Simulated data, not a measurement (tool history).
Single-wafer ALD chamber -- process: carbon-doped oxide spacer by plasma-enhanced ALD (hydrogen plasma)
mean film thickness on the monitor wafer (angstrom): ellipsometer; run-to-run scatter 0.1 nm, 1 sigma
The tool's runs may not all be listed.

run  hour  heater temperature setpoint (K)  number of ALD cycles (cycles)  mean film thickness on the monitor wafer (angstrom)
  1     0                           678.15                            533                                               249.87
  2   3.6                           679.15                            526                                               243.34
  3   7.4                           680.15                            523                                               241.76
  4  16.9                           680.15                            471                                               219.23
  5  21.7                           680.15                            528                                               245.84
  6  26.2                           675.15                            528                                               250.42
  7  28.1                           677.15                            525                                               245.71

Run 8 is up next; what results do you expect?
  8  32.4                           678.15                            521                                                    ?

mean film thickness on the monitor wafer (angstrom): 241.98
